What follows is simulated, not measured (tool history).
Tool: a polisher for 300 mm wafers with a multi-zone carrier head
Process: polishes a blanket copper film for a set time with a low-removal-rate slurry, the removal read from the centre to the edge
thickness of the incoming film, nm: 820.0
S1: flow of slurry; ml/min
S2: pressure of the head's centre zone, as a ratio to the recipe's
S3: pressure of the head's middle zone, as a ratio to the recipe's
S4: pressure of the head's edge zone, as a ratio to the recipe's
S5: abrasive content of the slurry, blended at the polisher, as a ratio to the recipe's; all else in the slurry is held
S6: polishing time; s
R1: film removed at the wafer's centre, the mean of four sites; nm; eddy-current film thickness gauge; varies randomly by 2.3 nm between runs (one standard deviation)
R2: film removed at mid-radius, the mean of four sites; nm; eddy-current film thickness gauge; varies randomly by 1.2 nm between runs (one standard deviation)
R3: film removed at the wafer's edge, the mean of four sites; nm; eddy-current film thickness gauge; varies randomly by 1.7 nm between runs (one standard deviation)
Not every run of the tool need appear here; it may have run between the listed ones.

run    day   S1    S2    S3    S4    S5  S6      R1      R2      R3
  1      0  280     1     1     1     1  34  141.32  137.93  141.41
  2  0.025  290  1.04  1.03  1.03   1.1  35  156.42  149.94  149.86
  3  0.083  295  1.06  1.05  1.06   1.2  36  164.18  159.81  159.64
  4  0.171  295  1.06  1.05  1.06  1.35  36  168.23  163.36  161.55
  5   0.25  295  1.06  1.05  1.06  1.35  28  131.84  126.85   128.6
  6  0.625  235  1.06  1.05  1.06  1.35  28  125.61   123.2   123.3
     0.712  -- worn pad replaced by a new one
  7  0.712  270  1.09  1.07  1.09   1.4  30  156.49  148.72  146.69
  8  0.812  295   1.1  1.09  1.11   1.4  30  157.13  152.52  151.95

Run 9, settings as shown, results not yet in. Your forecast:
  9  1.062  315  1.12  1.1  1.12  1.4  30   ?   ?   ?

{"run 9": {"R1": 159.31, "R2": 155.19, "R3": 151.28}}
